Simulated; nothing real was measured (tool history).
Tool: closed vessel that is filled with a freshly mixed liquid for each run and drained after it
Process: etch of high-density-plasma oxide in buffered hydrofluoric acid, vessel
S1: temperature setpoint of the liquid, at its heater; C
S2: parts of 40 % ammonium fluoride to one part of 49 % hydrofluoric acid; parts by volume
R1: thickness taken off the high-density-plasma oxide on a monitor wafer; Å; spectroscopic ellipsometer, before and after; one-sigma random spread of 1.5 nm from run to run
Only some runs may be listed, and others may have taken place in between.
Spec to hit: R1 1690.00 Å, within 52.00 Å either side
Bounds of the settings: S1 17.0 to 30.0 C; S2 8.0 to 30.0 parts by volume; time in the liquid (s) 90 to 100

Run 1, hour 0.0: S1 22.0 C, S2 22.5 parts by volume, time in the liquid (s) 90. Result: R1 895.53 Å.
Run 2, hour 8.4: S1 22.0 C, S2 25.0 parts by volume, time in the liquid (s) 90. Result: R1 820.13 Å.
Run 3, hour 9.6: S1 22.0 C, S2 30.0 parts by volume, time in the liquid (s) 90. Result: R1 726.49 Å.
Run 4, hour 11.7: S1 24.5 C, S2 30.0 parts by volume, time in the liquid (s) 90. Result: R1 839.88 Å.
Run 5, hour 15.7: S1 25.5 C, S2 27.5 parts by volume, time in the liquid (s) 90. Result: R1 948.07 Å.
Run 6, hour 18.5: S1 27.5 C, S2 27.5 parts by volume, time in the liquid (s) 90. Result: R1 1060.30 Å.
Run 7, hour 26.1: S1 28.0 C, S2 25.5 parts by volume, time in the liquid (s) 90. Result: R1 1124.90 Å.
Run 8, hour 28.9: S1 30.0 C, S2 18.5 parts by volume, time in the liquid (s) 90. Result: R1 1607.70 Å.

4 next moves are on the table. One of them brings every result within its allowed miss. Which?
Run A, hour 31.7: S1 30.0 C, S2 21.5 parts by volume, time in the liquid (s) 95. Result: R1 ?.
Run B, hour 31.7: S1 30.0 C, S2 22.0 parts by volume, time in the liquid (s) 100. Result: R1 ?.
Run C, hour 31.7: S1 29.0 C, S2 18.0 parts by volume, time in the liquid (s) 90. Result: R1 ?.
Run D, hour 31.7: S1 30.0 C, S2 18.5 parts by volume, time in the liquid (s) 95. Result: R1 ?.

move       R1
   A  1485.60
   B  1539.50
   C  1556.00
   D  1684.80
A: misses by more than the last run did
B: misses by more than the last run did
C: misses by more than the last run did
D: in spec on every target
So the answer is move D, the one that meets all the targets.

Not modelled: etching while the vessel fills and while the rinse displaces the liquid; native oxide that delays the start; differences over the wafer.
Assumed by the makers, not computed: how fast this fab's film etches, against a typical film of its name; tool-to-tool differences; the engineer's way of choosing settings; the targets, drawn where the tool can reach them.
